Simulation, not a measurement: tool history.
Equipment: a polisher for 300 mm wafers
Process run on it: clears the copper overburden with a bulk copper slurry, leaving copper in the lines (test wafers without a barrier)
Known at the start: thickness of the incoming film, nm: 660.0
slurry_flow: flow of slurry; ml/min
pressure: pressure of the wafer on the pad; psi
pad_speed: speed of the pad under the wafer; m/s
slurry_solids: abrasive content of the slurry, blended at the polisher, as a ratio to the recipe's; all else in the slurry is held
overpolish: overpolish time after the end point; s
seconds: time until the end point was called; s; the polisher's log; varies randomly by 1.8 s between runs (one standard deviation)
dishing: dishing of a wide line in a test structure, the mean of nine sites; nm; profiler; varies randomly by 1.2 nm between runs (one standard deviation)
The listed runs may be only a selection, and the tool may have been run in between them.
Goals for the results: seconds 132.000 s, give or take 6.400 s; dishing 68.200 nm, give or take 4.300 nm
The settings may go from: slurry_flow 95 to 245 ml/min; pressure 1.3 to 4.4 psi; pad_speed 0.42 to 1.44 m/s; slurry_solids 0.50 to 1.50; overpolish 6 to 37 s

| run | hour | slurry_flow | pressure | pad_speed | slurry_solids | overpolish | seconds | dishing |
|---|---|---|---|---|---|---|---|---|
| 1 | 0.0 | 155 | 2.8 | 0.92 | 1.00 | 19 | 74.648 | 81.469 |
| 2 | 1.8 | 155 | 2.6 | 0.92 | 1.00 | 20 | 80.690 | 80.579 |
| 3 | 3.3 | 115 | 2.6 | 0.92 | 1.00 | 20 | 84.305 | 81.534 |
| 4 | 7.7 | 115 | 2.9 | 0.92 | 1.00 | 20 | 77.245 | 84.271 |
| 5 | 16.2 | 115 | 2.9 | 1.14 | 1.00 | 20 | 60.567 | 98.409 |
| 6 | 24.7 | 115 | 3.6 | 1.14 | 1.00 | 20 | 50.090 | 113.610 |
| 7 | 25.3 | 115 | 3.3 | 1.10 | 1.00 | 21 | 55.421 | 107.070 |
| 8 | 28.9 | 115 | 3.1 | 1.06 | 1.00 | 21 | 61.414 | 98.772 |
| 9 | 34.4 | 115 | 2.9 | 1.02 | 1.00 | 22 | 69.321 | 93.990 |
| 10 | 40.7 | 115 | 2.7 | 1.00 | 1.00 | 23 | 75.502 | 93.704 |
| 11 | 42.2 | 115 | 2.5 | 0.98 | 1.00 | 23 | 82.960 | 84.910 |
|  | 46.7 | worn pad replaced by a new one |
| 12 | 46.7 | 115 | 2.4 | 0.98 | 1.00 | 24 | 78.806 | 92.383 |
| 13 | 51.9 | 115 | 2.3 | 0.96 | 1.00 | 24 | 81.830 | 86.319 |
| 14 | 55.1 | 115 | 2.2 | 0.92 | 1.00 | 25 | 91.531 | 87.009 |
| 15 | 60.5 | 115 | 2.1 | 0.90 | 1.00 | 25 | 97.002 | 81.706 |
| 16 | 69.1 | 115 | 2.0 | 0.90 | 1.00 | 25 | 102.360 | 76.110 |
| 17 | 73.5 | 115 | 1.9 | 0.90 | 1.00 | 25 | 103.930 | 76.009 |
| 18 | 81.3 | 115 | 1.8 | 0.90 | 1.00 | 25 | 113.380 | 72.399 |
| 19 | 89.3 | 110 | 1.4 | 0.90 | 1.00 | 27 | 140.350 | 61.316 |

Which single option among these 4 for the next run brings every result within its allowed miss of target? Just one does.
| A | 97.3 | 120 | 1.9 | 0.74 | 0.90 | 27 | ? | ? |
| B | 97.3 | 120 | 1.7 | 0.92 | 0.95 | 31 | ? | ? |
| C | 97.3 | 140 | 1.5 | 0.86 | 1.05 | 23 | ? | ? |
| D | 97.3 | 100 | 1.7 | 0.92 | 0.95 | 31 | ? | ? |

| move | seconds | dishing |
|---|---|---|
| A | 130.100 | 69.311 |
| B | 116.050 | 79.492 |
| C | 133.940 | 58.907 |
| D | 119.320 | 78.236 |
A: hits every target within its allowed miss
B: carries the result that was furthest off beyond its target, to the other side
C: moves away from the targets compared with the last run
D: carries the result that was furthest off beyond its target, to the other side
Go with A: it meets all targets.
